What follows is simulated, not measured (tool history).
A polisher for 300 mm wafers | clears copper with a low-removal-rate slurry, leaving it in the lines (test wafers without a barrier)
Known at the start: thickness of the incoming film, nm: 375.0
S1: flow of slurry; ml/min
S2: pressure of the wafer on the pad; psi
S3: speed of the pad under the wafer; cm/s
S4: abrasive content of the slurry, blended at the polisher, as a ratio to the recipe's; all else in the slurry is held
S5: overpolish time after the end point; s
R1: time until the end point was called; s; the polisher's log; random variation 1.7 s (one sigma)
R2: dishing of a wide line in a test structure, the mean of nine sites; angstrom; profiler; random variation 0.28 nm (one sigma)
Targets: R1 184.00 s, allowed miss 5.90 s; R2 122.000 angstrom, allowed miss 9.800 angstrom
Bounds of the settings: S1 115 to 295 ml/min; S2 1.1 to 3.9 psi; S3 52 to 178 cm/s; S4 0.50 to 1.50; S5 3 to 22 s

Run 1, hour 0.0: S1 190 ml/min, S2 2.5 psi, S3 114 cm/s, S4 1.00, S5 11 s. Result: R1 117.33 s, R2 183.290 angstrom.
Run 2, hour 1.2: S1 190 ml/min, S2 2.5 psi, S3 114 cm/s, S4 1.00, S5 6 s. Result: R1 120.59 s, R2 115.630 angstrom.
Run 3, hour 10.3: S1 190 ml/min, S2 2.4 psi, S3 114 cm/s, S4 1.00, S5 7 s. Result: R1 122.01 s, R2 127.570 angstrom.
Run 4, hour 11.6: S1 190 ml/min, S2 2.3 psi, S3 114 cm/s, S4 1.00, S5 7 s. Result: R1 128.30 s, R2 124.560 angstrom.
Run 5, hour 18.9: S1 190 ml/min, S2 2.2 psi, S3 114 cm/s, S4 1.00, S5 7 s. Result: R1 133.73 s, R2 117.090 angstrom.
Run 6, hour 22.4: S1 190 ml/min, S2 2.1 psi, S3 114 cm/s, S4 1.00, S5 7 s. Result: R1 139.80 s, R2 117.580 angstrom.
Run 7, hour 25.9: S1 190 ml/min, S2 2.0 psi, S3 114 cm/s, S4 1.00, S5 7 s. Result: R1 147.43 s, R2 114.220 angstrom.
Run 8, hour 26.9: S1 190 ml/min, S2 1.9 psi, S3 114 cm/s, S4 1.00, S5 7 s. Result: R1 156.12 s, R2 104.220 angstrom.
Run 9, hour 32.1: S1 180 ml/min, S2 1.7 psi, S3 114 cm/s, S4 1.00, S5 9 s. Result: R1 174.32 s, R2 114.840 angstrom.
Run 10, hour 33.4: S1 175 ml/min, S2 1.7 psi, S3 114 cm/s, S4 1.00, S5 9 s. Result: R1 172.43 s, R2 111.670 angstrom.

Which of these 5 next moves meets every target?
Run A, hour 34.7: S1 200 ml/min, S2 1.9 psi, S3 110 cm/s, S4 1.00, S5 7 s. Result: R1 ?, R2 ?.
Run B, hour 34.7: S1 165 ml/min, S2 1.5 psi, S3 118 cm/s, S4 1.20, S5 10 s. Result: R1 ?, R2 ?.
Run C, hour 34.7: S1 190 ml/min, S2 1.5 psi, S3 116 cm/s, S4 0.90, S5 13 s. Result: R1 ?, R2 ?.
Run D, hour 34.7: S1 155 ml/min, S2 1.7 psi, S3 114 cm/s, S4 1.15, S5 8 s. Result: R1 ?, R2 ?.
Run E, hour 34.7: S1 195 ml/min, S2 1.8 psi, S3 92 cm/s, S4 0.80, S5 11 s. Result: R1 ?, R2 ?.

move      R1       R2
   A  158.96   99.539
   B  186.85  116.670
   C  194.46  139.410
   D  173.55  103.290
   E  201.96  118.840
A: further off than the last run
B: meets every target
C: takes the result that was furthest off past its target
D: as far off as the last run
E: takes the result that was furthest off past its target
The right move is B.

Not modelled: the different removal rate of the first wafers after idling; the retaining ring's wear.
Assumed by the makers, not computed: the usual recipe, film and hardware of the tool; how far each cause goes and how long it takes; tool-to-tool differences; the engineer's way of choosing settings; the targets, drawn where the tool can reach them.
